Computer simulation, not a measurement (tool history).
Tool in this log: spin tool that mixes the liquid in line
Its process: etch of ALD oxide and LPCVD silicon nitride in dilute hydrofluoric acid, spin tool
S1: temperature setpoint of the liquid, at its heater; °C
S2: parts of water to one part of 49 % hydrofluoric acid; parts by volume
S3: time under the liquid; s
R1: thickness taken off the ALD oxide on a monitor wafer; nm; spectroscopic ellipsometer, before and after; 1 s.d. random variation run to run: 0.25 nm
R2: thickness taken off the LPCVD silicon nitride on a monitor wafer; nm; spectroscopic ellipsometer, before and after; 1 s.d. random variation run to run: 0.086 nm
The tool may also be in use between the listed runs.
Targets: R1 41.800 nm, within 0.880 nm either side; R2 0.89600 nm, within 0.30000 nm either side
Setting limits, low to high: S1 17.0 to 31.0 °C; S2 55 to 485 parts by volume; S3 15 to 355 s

run	hour	S1	S2	S3	R1	R2
1	0.0	23.0	270	180	12.178	0.26532
2	4.7	24.5	270	180	12.924	0.33368
3	6.6	25.5	195	180	19.994	0.46518
4	13.6	27.0	155	180	27.880	0.64763
5	22.4	27.0	155	230	35.731	0.80440
6	28.9	28.0	155	230	37.015	0.85891
7	35.3	29.0	155	230	38.216	0.97390
8	39.6	29.0	150	230	39.527	0.95374
9	46.3	29.5	150	230	40.654	1.18080

Which of these 5 next moves meets every target?
A	53.0	27.0	160	260	?	?
B	53.0	26.5	120	215	?	?
C	53.0	28.5	140	215	?	?
D	53.0	29.5	125	190	?	?
E	53.0	28.5	125	210	?	?

move	R1	R2
A	38.841	0.93539
B	44.159	0.99909
C	39.769	0.97139
D	41.652	1.02410
E	44.361	1.06340
A: lands further from the targets than the last run did
B: moves the result that the last run missed by most past its target, out the other side
C: lands further from the targets than the last run did
D: hits every target within its allowed miss
E: moves the result that the last run missed by most past its target, out the other side
Correct choice: D, which meets every target
